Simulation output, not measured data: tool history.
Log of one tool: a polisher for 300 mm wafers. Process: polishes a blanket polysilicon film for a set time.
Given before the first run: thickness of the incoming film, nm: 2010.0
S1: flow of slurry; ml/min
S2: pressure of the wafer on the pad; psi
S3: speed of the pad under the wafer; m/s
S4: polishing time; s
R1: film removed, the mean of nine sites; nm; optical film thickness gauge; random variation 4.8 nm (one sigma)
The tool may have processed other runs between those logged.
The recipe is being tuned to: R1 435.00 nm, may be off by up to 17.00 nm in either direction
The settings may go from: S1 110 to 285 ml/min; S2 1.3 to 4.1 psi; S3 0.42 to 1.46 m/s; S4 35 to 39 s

run	hour	S1	S2	S3	S4	R1
1	0.0	180	2.7	0.94	39	249.72
2	3.8	180	2.9	0.94	39	269.93
3	8.6	180	3.1	0.94	39	280.34
4	15.8	180	3.2	0.96	39	305.46
5	21.5	180	3.2	0.86	39	272.03
6	29.3	180	3.2	0.86	39	279.28
7	38.4	180	3.3	0.88	39	286.08
8	41.2	180	3.4	0.90	39	310.91
9	44.8	180	3.5	0.90	39	310.26
10	50.6	180	3.6	0.92	39	326.65
11	54.3	195	4.1	1.04	39	416.17

Next run, 4 choices. One meets every target within its allowed miss, the rest don't. Which?
A	58.0	225	4.0	1.08	37	?
B	58.0	175	4.1	1.18	35	?
C	58.0	210	3.8	1.06	38	?
D	58.0	205	4.1	1.10	39	?

move	R1
A	404.56
B	407.67
C	385.77
D	438.34
A: the biggest miss grows against the last run
B: the biggest miss grows against the last run
C: the biggest miss grows against the last run
D: hits every target within its allowed miss
Answer: D

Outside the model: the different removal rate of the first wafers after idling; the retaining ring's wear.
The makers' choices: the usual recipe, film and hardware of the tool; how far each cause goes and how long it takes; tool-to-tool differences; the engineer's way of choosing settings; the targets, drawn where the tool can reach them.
